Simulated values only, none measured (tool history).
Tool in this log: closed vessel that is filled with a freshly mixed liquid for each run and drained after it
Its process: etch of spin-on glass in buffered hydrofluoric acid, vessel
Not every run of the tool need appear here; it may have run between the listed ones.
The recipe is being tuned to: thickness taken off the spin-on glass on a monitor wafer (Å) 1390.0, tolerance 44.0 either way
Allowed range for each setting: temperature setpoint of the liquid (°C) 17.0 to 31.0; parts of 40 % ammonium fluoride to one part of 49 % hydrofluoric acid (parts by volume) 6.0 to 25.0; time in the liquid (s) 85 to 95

run  hour  temperature setpoint of the liquid (°C)  parts of 40 % ammonium fluoride to one part of 49 % hydrofluoric acid (parts by volume)  time in the liquid (s)  thickness taken off the spin-on glass on a monitor wafer (Å)
  1   0.0                                     23.0                                                                                     15.5                      85                                                        2188.3
  2   1.7                                     21.5                                                                                     16.0                      85                                                        1970.9
  3  10.6                                     23.5                                                                                     16.0                      85                                                        2133.7
  4  16.1                                     23.5                                                                                     16.0                      95                                                        2404.2
  5  17.5                                     21.0                                                                                     16.0                      95                                                        2103.3
  6  21.4                                     20.0                                                                                     16.5                      95                                                        1946.8
  7  23.1                                     19.5                                                                                     17.0                      95                                                        1842.8
  8  28.9                                     19.0                                                                                     17.5                      95                                                        1756.9

Exactly one of the 5 candidate moves below puts every result within its allowed miss. Which one?
  A  34.7                                     18.5                                                                                     19.0                      85                                                             ?
  B  34.7                                     22.0                                                                                     15.5                      85                                                             ?
  C  34.7                                     17.0                                                                                     21.0                      95                                                             ?
  D  34.7                                     17.5                                                                                     15.0                      85                                                             ?
  E  34.7                                     17.5                                                                                     21.5                      85                                                             ?

move  thickness taken off the spin-on glass on a monitor wafer (Å)
   A                                                        1399.9
   B                                                        2081.9
   C                                                        1320.2
   D                                                        1669.9
   E                                                        1195.9
A: each result inside its tolerance
B: its largest miss is bigger than the last run's
C: moves the result that the last run missed by most past its target, out the other side
D: an improvement on the last run, though not all results are within tolerance
E: moves the result that the last run missed by most past its target, out the other side
A is the move that brings every result within its allowed miss.
